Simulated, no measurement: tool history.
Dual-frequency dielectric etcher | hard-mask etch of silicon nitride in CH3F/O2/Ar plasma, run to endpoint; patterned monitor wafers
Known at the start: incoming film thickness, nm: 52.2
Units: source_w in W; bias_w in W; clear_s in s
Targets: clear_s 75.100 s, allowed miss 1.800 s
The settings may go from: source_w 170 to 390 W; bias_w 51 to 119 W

Run 1, hour 0.0: source_w 280 W, bias_w 85 W. Result: clear_s 83.566 s.
Run 2, hour 1.8: source_w 310 W, bias_w 85 W. Result: clear_s 78.818 s.
Run 3, hour 2.8: source_w 310 W, bias_w 80 W. Result: clear_s 79.917 s.
Run 4, hour 5.7: source_w 310 W, bias_w 70 W. Result: clear_s 83.342 s.
Run 5, hour 13.6: source_w 320 W, bias_w 71 W. Result: clear_s 81.614 s.
Run 6, hour 21.5: source_w 290 W, bias_w 71 W. Result: clear_s 86.030 s.
Run 7, hour 23.6: source_w 300 W, bias_w 72 W. Result: clear_s 84.129 s.
Run 8, hour 28.1: source_w 310 W, bias_w 73 W. Result: clear_s 82.378 s.

Which of these 4 next moves meets every target?
Run A, hour 32.6: source_w 270 W, bias_w 69 W. Result: clear_s ?.
Run B, hour 32.6: source_w 350 W, bias_w 85 W. Result: clear_s ?.
Run C, hour 32.6: source_w 250 W, bias_w 73 W. Result: clear_s ?.
Run D, hour 32.6: source_w 300 W, bias_w 70 W. Result: clear_s ?.

move  clear_s
   A   88.400
   B   74.867
   C   90.908
   D   83.707
A: further off than the last run
B: meets every target
C: further off than the last run
D: further off than the last run
Move B is the one to make.
